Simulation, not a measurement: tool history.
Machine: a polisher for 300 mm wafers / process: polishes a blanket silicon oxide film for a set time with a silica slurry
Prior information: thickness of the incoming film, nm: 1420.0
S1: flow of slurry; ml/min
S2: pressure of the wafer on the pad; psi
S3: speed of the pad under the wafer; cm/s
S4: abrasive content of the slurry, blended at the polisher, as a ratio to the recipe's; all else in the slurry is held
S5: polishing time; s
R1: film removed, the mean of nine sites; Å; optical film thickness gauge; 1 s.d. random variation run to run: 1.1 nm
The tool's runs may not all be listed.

run 1 hour=0.0 | S1=315 S2=4.9 S3=130 S4=1.00 S5=41 | R1=1879.7
run 2 hour=5.2 | S1=315 S2=4.5 S3=130 S4=1.00 S5=41 | R1=1743.5
run 3 hour=8.8 | S1=315 S2=4.1 S3=130 S4=1.00 S5=41 | R1=1665.7
run 4 hour=10.7 | S1=315 S2=4.1 S3=160 S4=1.00 S5=41 | R1=1957.4
run 5 hour=16.0 | S1=315 S2=4.1 S3=160 S4=0.90 S5=41 | R1=1908.6
run 6 hour=23.2 | S1=315 S2=4.1 S3=160 S4=0.90 S5=41 | R1=1904.3
run 7 hour=25.6 | S1=315 S2=3.7 S3=156 S4=0.90 S5=41 | R1=1741.2
run 8 hour=33.9 | S1=315 S2=3.4 S3=152 S4=0.90 S5=41 | R1=1641.3
run 9 hour=38.3 | S1=315 S2=3.4 S3=152 S4=0.90 S5=41 | R1=1629.1
-- hour=43.4 slurry blender recalibrated
run 10 hour=43.4 | S1=315 S2=3.2 S3=148 S4=0.90 S5=41 | R1=1738.7

Run 11, settings as shown, results not yet in. Your forecast:
run 11 hour=50.3 | S1=315 S2=3.1 S3=132 S4=0.85 S5=41 | R1=?

{"run 11": {"R1": 1487.8}}
